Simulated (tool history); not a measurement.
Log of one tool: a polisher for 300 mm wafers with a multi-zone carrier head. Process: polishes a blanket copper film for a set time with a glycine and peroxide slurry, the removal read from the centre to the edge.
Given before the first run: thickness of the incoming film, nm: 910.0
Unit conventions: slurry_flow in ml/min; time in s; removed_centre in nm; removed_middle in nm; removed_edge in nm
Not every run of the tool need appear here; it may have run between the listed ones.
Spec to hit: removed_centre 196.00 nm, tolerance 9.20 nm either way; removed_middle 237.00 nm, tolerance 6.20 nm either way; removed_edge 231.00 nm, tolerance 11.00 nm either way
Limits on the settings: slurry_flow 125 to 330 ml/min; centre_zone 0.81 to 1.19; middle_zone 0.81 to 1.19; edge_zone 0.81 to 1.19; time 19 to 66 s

run  hour  slurry_flow  centre_zone  middle_zone  edge_zone  time  removed_centre  removed_middle  removed_edge
  1   0.0          210         1.00         1.00       1.00    42          187.14          194.23        196.41
  2   3.0          220         0.99         1.02       1.03    42          192.69          199.47        196.58
  3   9.7          215         0.96         1.02       1.04    43          190.77          202.69        204.29
  4  14.7          215         0.96         1.02       1.04    49          210.91          232.24        230.89
  5  22.2          215         0.96         1.02       0.96    49          211.52          233.95        227.07
  6  25.8          215         1.04         1.02       0.96    49          231.29          231.83        223.48
  7  29.3          210         1.01         1.02       0.96    49          221.96          234.11        222.45
  8  34.9          205         0.99         1.02       0.96    49          218.59          228.87        222.80

Next run, 4 choices. One meets every target within its allowed miss, the rest don't. Which?
  A  40.5          160         1.07         1.10       0.93    47               ?               ?             ?
  B  40.5          265         1.05         0.88       0.91    51               ?               ?             ?
  C  40.5          255         0.85         1.02       0.99    49               ?               ?             ?
  D  40.5          195         1.02         0.95       0.93    50               ?               ?             ?

move  removed_centre  removed_middle  removed_edge
   A          217.77          227.15        207.82
   B          248.85          217.64        234.98
   C          196.80          235.86        232.54
   D          228.50          219.48        226.08
A: no nearer and no further than the last run
B: further off than the last run
C: meets every target
D: further off than the last run
Correct choice: C, which meets every target
